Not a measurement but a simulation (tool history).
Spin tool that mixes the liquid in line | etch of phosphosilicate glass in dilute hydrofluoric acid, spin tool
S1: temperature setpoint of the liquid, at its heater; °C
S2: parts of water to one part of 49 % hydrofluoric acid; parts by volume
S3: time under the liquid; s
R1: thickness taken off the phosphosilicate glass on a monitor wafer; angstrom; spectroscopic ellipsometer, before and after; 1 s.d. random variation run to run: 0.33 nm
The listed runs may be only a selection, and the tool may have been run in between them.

run	hour	S1	S2	S3	R1
1	0	21	165	45	225.22
2	6.4	22	160	45	239.94
3	12.3	19	160	45	217.41
4	16.1	20	155	45	235.68
5	18.5	20	155	50	257.35
6	25.6	20	155	50	262.98
7	30.3	21	155	50	266.75
8	31.6	22	155	50	280.58

Run 9, settings as shown, results not yet in. Your forecast:
9	32.8	23	155	50	?

R1: 289.57 angstrom

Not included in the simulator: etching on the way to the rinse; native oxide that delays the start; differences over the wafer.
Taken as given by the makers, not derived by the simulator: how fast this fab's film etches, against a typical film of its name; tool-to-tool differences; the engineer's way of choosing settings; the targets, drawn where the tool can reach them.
